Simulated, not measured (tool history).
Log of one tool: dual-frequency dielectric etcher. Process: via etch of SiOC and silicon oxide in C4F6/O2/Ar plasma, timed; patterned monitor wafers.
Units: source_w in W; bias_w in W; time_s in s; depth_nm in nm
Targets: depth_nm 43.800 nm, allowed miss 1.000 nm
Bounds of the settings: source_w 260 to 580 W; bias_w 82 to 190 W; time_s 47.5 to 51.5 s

| run | day | source_w | bias_w | time_s | depth_nm |
|---|---|---|---|---|---|
| 1 | 0.000 | 420 | 136 | 51.5 | 52.653 |
| 2 | 0.129 | 420 | 136 | 51.5 | 52.222 |
| 3 | 0.388 | 390 | 131 | 51.5 | 51.581 |
| 4 | 0.658 | 360 | 131 | 51.5 | 49.436 |
| 5 | 0.971 | 360 | 146 | 51.5 | 51.002 |
| 6 | 0.992 | 340 | 139 | 51.0 | 49.010 |
| 7 | 1.279 | 330 | 134 | 50.5 | 47.616 |
| 8 | 1.617 | 320 | 131 | 50.5 | 46.391 |
| 9 | 1.771 | 310 | 130 | 50.5 | 45.803 |
| 10 | 1.996 | 300 | 129 | 50.5 | 45.131 |

5 next moves are on the table. One of them brings every result within its allowed miss. Which?
| A | 2.221 | 340 | 116 | 50.0 | ? |
| B | 2.221 | 310 | 128 | 48.0 | ? |
| C | 2.221 | 370 | 93 | 51.5 | ? |
| D | 2.221 | 310 | 114 | 51.5 | ? |
| E | 2.221 | 320 | 123 | 51.5 | ? |

| move | depth_nm |
|---|---|
| A | 45.791 |
| B | 43.469 |
| C | 46.556 |
| D | 45.514 |
| E | 46.750 |
A: further off than the last run
B: meets every target
C: further off than the last run
D: further off than the last run
E: further off than the last run
The right move is B.
